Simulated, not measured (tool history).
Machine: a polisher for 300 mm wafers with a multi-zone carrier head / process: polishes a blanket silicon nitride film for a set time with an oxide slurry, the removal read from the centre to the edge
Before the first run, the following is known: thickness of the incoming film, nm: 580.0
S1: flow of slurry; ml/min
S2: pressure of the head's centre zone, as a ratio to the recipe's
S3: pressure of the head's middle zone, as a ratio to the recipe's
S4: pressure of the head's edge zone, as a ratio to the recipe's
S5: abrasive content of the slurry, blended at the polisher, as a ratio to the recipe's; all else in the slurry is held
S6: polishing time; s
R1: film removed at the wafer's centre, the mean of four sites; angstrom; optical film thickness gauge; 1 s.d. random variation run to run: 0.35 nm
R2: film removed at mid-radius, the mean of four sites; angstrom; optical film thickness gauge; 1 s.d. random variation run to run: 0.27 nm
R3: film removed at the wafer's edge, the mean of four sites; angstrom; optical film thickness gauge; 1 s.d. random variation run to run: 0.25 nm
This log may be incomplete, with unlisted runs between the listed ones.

run 1 hour=0 | S1=125 S2=1 S3=1 S4=1 S5=1 S6=51 | R1=332.81 R2=331.8 R3=331.32
run 2 hour=5.3 | S1=125 S2=1.08 S3=1 S4=1 S5=1 S6=51 | R1=362.04 R2=325.85 R3=333.17
run 3 hour=11.5 | S1=125 S2=1.08 S3=1 S4=1 S5=0.8 S6=51 | R1=315.79 R2=291.36 R3=291.43
run 4 hour=17.7 | S1=120 S2=1.06 S3=1.01 S4=0.97 S5=0.75 S6=51 | R1=293.38 R2=266.52 R3=265
run 5 hour=21.2 | S1=115 S2=1.03 S3=1.03 S4=0.97 S5=0.75 S6=51 | R1=286.61 R2=273.96 R3=266.37
run 6 hour=23.4 | S1=110 S2=1 S3=1.05 S4=0.96 S5=0.75 S6=51 | R1=270.91 R2=273.85 R3=266.58

For run 7, what comes out?
run 7 hour=30.9 | S1=110 S2=1 S3=1.05 S4=0.96 S5=0.75 S6=51 | R1=? R2=? R3=?

{"run 7": {"R1": 262.49, "R2": 271.17, "R3": 265.54}}
